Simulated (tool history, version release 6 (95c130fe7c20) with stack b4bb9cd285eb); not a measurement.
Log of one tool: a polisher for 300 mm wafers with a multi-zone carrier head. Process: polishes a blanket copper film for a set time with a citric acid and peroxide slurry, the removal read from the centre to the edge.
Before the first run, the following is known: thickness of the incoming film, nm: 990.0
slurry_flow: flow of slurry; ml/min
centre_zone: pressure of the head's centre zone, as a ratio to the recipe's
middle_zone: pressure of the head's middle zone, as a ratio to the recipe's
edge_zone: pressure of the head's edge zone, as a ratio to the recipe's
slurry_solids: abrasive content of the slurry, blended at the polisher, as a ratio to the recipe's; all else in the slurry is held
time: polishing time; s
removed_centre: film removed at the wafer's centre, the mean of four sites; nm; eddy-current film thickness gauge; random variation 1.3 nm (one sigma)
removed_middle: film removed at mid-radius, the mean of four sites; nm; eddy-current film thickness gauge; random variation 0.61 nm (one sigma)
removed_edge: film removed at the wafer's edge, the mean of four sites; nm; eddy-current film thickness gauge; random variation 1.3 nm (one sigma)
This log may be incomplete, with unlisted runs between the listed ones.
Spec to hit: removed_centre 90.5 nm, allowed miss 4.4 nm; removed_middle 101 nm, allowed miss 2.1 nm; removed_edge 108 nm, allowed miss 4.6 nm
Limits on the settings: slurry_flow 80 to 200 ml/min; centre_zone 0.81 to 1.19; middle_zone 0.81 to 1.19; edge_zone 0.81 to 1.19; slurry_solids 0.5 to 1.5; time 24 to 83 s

run	day	slurry_flow	centre_zone	middle_zone	edge_zone	slurry_solids	time	removed_centre	removed_middle	removed_edge
1	0	130	1	1	1	1	53	98.459	98.596	101.44
2	0.346	130	1	1.05	1	1	53	96.627	102.57	101.16
3	0.6	130	0.99	1.05	1.02	1	53	97.019	104.65	104.98
4	0.804	130	0.99	1.05	1.02	1	60	109.89	117.33	116.75
5	1.129	120	0.97	1.04	1.02	1	60	103.62	113.84	112.5
6	1.188	120	0.97	0.97	1.02	1	60	104.78	106.49	115.94
7	1.562	115	0.96	0.97	1.02	1	60	102.74	105.36	114.22
8	1.896	110	0.95	0.97	1.02	1	60	98.596	103.29	113.66

Exercise: of the 4 proposed moves below, exactly one satisfies all targets within the stated allowed misses. Which move is it?
A	2.229	115	1.08	1.06	1.02	1.1	55	?	?	?
B	2.229	120	1.03	0.91	1.01	1	56	?	?	?
C	2.229	90	0.81	0.94	1.19	1	61	?	?	?
D	2.229	85	0.92	0.99	0.95	0.95	65	?	?	?

move	removed_centre	removed_middle	removed_edge
A	104.44	107.27	106.09
B	102.07	95.02	105.98
C	83.701	95.268	117.08
D	92.349	101.95	108.28
A: the biggest miss grows against the last run
B: the biggest miss grows against the last run
C: moves the result that the last run missed by most past its target, out the other side
D: all results in spec
D meets every target.

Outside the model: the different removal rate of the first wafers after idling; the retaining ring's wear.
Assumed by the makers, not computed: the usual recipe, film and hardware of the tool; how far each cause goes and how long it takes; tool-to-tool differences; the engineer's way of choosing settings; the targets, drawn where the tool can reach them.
